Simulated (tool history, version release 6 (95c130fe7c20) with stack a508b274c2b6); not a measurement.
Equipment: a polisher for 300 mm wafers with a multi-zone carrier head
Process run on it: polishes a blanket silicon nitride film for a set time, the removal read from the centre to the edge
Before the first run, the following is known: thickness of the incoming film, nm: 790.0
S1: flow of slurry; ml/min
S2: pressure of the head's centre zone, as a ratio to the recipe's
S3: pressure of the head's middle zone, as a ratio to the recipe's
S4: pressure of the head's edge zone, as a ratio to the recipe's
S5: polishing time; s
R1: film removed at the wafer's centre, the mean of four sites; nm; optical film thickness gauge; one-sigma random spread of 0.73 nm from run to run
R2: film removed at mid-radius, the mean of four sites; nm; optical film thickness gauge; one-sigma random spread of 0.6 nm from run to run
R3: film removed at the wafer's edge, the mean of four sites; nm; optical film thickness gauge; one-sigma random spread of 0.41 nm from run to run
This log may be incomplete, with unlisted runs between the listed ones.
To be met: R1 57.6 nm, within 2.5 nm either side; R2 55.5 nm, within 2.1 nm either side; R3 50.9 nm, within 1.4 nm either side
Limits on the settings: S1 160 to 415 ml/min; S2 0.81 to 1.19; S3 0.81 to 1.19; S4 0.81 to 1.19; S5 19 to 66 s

Run 1, hour 0: S1 265 ml/min, S2 1, S3 1, S4 1, S5 42 s. Result: R1 98.979 nm, R2 100.33 nm, R3 96.282 nm.
Run 2, hour 0.7: S1 265 ml/min, S2 1, S3 1, S4 1, S5 33 s. Result: R1 77.536 nm, R2 78.185 nm, R3 74.168 nm.
Run 3, hour 2.3: S1 265 ml/min, S2 1, S3 1, S4 1.05, S5 33 s. Result: R1 76.847 nm, R2 77.871 nm, R3 75.781 nm.
Run 4, hour 3: S1 235 ml/min, S2 1, S3 1, S4 1.05, S5 33 s. Result: R1 75.688 nm, R2 76.278 nm, R3 76.165 nm.
Run 5, hour 10.4: S1 235 ml/min, S2 1, S3 1, S4 0.98, S5 33 s. Result: R1 78.249 nm, R2 78.098 nm, R3 72.259 nm.
Run 6, hour 17.5: S1 205 ml/min, S2 1, S3 1, S4 0.98, S5 33 s. Result: R1 76.164 nm, R2 75.027 nm, R3 72.254 nm.
Run 7, hour 18.5: S1 280 ml/min, S2 0.97, S3 0.91, S4 0.88, S5 21 s. Result: R1 48.911 nm, R2 46.051 nm, R3 45.384 nm.
Run 8, hour 23.6: S1 280 ml/min, S2 0.98, S3 0.93, S4 0.89, S5 21 s. Result: R1 48.59 nm, R2 46.172 nm, R3 45.482 nm.
Run 9, hour 31: S1 280 ml/min, S2 1, S3 0.95, S4 0.9, S5 21 s. Result: R1 50.55 nm, R2 47.479 nm, R3 46.104 nm.
Run 10, hour 37.7: S1 280 ml/min, S2 1.01, S3 0.97, S4 0.91, S5 21 s. Result: R1 50.1 nm, R2 47.98 nm, R3 45.619 nm.
Run 11, hour 43.6: S1 280 ml/min, S2 1.02, S3 0.98, S4 0.93, S5 21 s. Result: R1 50.391 nm, R2 48.683 nm, R3 46.825 nm.
Run 12, hour 45.9: S1 280 ml/min, S2 1.04, S3 1, S4 0.94, S5 21 s. Result: R1 51.718 nm, R2 50.568 nm, R3 46.653 nm.
Run 13, hour 51.8: S1 280 ml/min, S2 1.04, S3 1, S4 0.94, S5 21 s. Result: R1 51.644 nm, R2 50.035 nm, R3 46.797 nm.
Run 14, hour 55.1: S1 280 ml/min, S2 1.05, S3 1.01, S4 0.95, S5 21 s. Result: R1 51.483 nm, R2 50.516 nm, R3 46.407 nm.
Run 15, hour 62.2: S1 320 ml/min, S2 1.11, S3 1.03, S4 1.03, S5 24 s. Result: R1 63.971 nm, R2 59.997 nm, R3 55.954 nm.
Run 16, hour 66.8: S1 320 ml/min, S2 1.1, S3 1.03, S4 1.01, S5 24 s. Result: R1 63.603 nm, R2 59.039 nm, R3 55.952 nm.
Run 17, hour 68.4: S1 280 ml/min, S2 1.06, S3 1.07, S4 0.91, S5 21 s. Result: R1 53.983 nm, R2 52.928 nm, R3 46.635 nm.
Run 18, hour 69.2: S1 280 ml/min, S2 1.07, S3 1.07, S4 0.93, S5 21 s. Result: R1 52.847 nm, R2 52.582 nm, R3 46.533 nm.
Run 19, hour 75.1: S1 280 ml/min, S2 1.08, S3 1.07, S4 0.95, S5 21 s. Result: R1 53.045 nm, R2 52.813 nm, R3 46.933 nm.
Run 20, hour 79.9: S1 290 ml/min, S2 1.09, S3 1.07, S4 0.96, S5 21 s. Result: R1 55.213 nm, R2 53.635 nm, R3 46.565 nm.
Run 21, hour 86.4: S1 290 ml/min, S2 1.09, S3 1.07, S4 0.96, S5 21 s. Result: R1 54.205 nm, R2 52.679 nm, R3 47.139 nm.
Run 22, hour 87.3: S1 295 ml/min, S2 1.09, S3 1.07, S4 0.97, S5 21 s. Result: R1 53.784 nm, R2 52.388 nm, R3 48.128 nm.
Run 23, hour 90.6: S1 295 ml/min, S2 1.09, S3 1.07, S4 0.97, S5 21 s. Result: R1 53.74 nm, R2 52.56 nm, R3 47.515 nm.
Run 24, hour 95.4: S1 330 ml/min, S2 1.13, S3 1.1, S4 1.05, S5 22 s. Result: R1 59.388 nm, R2 57.697 nm, R3 52.053 nm.

Exactly one of the 5 candidate moves below puts every result within its allowed miss. Which one?
Run A, hour 100.2: S1 335 ml/min, S2 1.14, S3 1.07, S4 1.14, S5 22 s. Result: R1 ?, R2 ?, R3 ?.
Run B, hour 100.2: S1 345 ml/min, S2 1.07, S3 1.04, S4 0.98, S5 22 s. Result: R1 ?, R2 ?, R3 ?.
Run C, hour 100.2: S1 330 ml/min, S2 1.1, S3 1, S4 1.05, S5 21 s. Result: R1 ?, R2 ?, R3 ?.
Run D, hour 100.2: S1 415 ml/min, S2 1.14, S3 1.1, S4 0.99, S5 22 s. Result: R1 ?, R2 ?, R3 ?.
Run E, hour 100.2: S1 330 ml/min, S2 1, S3 1.15, S4 1.03, S5 23 s. Result: R1 ?, R2 ?, R3 ?.

move      R1      R2      R3
   A  60.223  54.871  53.804
   B  56.655  53.733  50.035
   C  55.343  49.402  49.264
   D  61.408  57.185  50.817
   E  55.123  60.993   53.34
A: brings the result that was furthest off to its target, and leaves another outside
B: every result lands within tolerance
C: takes the biggest miss from the last run beyond its target
D: brings the result that was furthest off to its target, and leaves another outside
E: moves away from the targets compared with the last run
Answer: B

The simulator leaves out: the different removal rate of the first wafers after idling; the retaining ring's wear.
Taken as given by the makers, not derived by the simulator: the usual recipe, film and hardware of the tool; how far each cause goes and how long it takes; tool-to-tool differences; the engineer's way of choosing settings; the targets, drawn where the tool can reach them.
